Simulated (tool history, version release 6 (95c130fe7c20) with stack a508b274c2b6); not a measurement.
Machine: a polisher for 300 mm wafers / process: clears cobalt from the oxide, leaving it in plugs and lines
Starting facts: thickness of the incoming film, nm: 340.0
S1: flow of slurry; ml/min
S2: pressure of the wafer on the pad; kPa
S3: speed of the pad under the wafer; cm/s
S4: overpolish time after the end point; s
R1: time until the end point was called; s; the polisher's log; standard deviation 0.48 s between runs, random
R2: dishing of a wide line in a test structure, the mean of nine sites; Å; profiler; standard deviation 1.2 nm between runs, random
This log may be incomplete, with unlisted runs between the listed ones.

| run | hour | S1 | S2 | S3 | S4 | R1 | R2 |
|---|---|---|---|---|---|---|---|
| 1 | 0.0 | 220 | 14.5 | 108 | 28 | 73.711 | 542.61 |
| 2 | 8.0 | 220 | 14.5 | 130 | 28 | 61.439 | 599.38 |
| 3 | 10.7 | 225 | 15.2 | 130 | 28 | 58.073 | 585.68 |
| 4 | 18.3 | 245 | 15.2 | 130 | 28 | 56.905 | 591.84 |
| 5 | 21.2 | 255 | 15.2 | 130 | 29 | 57.012 | 589.81 |
| 6 | 25.2 | 255 | 15.2 | 130 | 17 | 58.151 | 503.07 |

For run 7, what comes out?
| 7 | 30.0 | 250 | 15.2 | 130 | 21 | ? | ? |

{"run 7": {"R1": 57.699, "R2": 550.3}}
